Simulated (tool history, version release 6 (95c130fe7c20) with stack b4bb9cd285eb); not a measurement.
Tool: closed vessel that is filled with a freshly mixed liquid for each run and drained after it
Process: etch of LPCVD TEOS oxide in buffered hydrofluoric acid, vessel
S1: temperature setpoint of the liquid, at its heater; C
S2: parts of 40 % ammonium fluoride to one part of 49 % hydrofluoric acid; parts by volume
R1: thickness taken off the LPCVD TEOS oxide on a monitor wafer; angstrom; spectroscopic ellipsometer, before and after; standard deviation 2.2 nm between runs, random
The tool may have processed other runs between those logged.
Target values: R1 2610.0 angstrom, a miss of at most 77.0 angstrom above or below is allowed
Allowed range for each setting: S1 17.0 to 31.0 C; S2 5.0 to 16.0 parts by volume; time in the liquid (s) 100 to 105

{"run": 1, "hour": 0.0, "S1": 23.0, "S2": 9.5, "time in the liquid (s)": 100, "R1": 2244.8}
{"run": 2, "hour": 7.2, "S1": 24.0, "S2": 9.5, "time in the liquid (s)": 100, "R1": 2363.6}
{"run": 3, "hour": 8.4, "S1": 24.0, "S2": 6.5, "time in the liquid (s)": 100, "R1": 3407.3}
{"run": 4, "hour": 13.7, "S1": 24.0, "S2": 6.5, "time in the liquid (s)": 105, "R1": 3539.6}
{"run": 5, "hour": 17.2, "S1": 24.0, "S2": 6.5, "time in the liquid (s)": 105, "R1": 3576.5}
{"run": 6, "hour": 21.4, "S1": 24.0, "S2": 8.0, "time in the liquid (s)": 105, "R1": 2905.3}
{"run": 7, "hour": 28.4, "S1": 23.5, "S2": 8.0, "time in the liquid (s)": 105, "R1": 2816.7}
{"run": 8, "hour": 34.3, "S1": 23.0, "S2": 8.0, "time in the liquid (s)": 105, "R1": 2738.9}

Next run, 5 choices. One meets every target within its allowed miss, the rest don't. Which?
{"run": "A", "hour": 40.2, "S1": 22.0, "S2": 7.0, "time in the liquid (s)": 105, "R1": "?"}
{"run": "B", "hour": 40.2, "S1": 22.0, "S2": 7.5, "time in the liquid (s)": 105, "R1": "?"}
{"run": "C", "hour": 40.2, "S1": 22.0, "S2": 7.5, "time in the liquid (s)": 100, "R1": "?"}
{"run": "D", "hour": 40.2, "S1": 23.5, "S2": 7.5, "time in the liquid (s)": 100, "R1": "?"}
{"run": "E", "hour": 40.2, "S1": 23.0, "S2": 8.5, "time in the liquid (s)": 100, "R1": "?"}

move=A R1=2987.2
move=B R1=2772.8
move=C R1=2640.8
move=D R1=2867.5
move=E R1=2436.5
A: its largest miss is bigger than the last run's
B: its largest miss is bigger than the last run's
C: in spec on every target
D: its largest miss is bigger than the last run's
E: the result that was furthest off in the last run now lies on the other side of its target
C is the move that brings every result within its allowed miss.

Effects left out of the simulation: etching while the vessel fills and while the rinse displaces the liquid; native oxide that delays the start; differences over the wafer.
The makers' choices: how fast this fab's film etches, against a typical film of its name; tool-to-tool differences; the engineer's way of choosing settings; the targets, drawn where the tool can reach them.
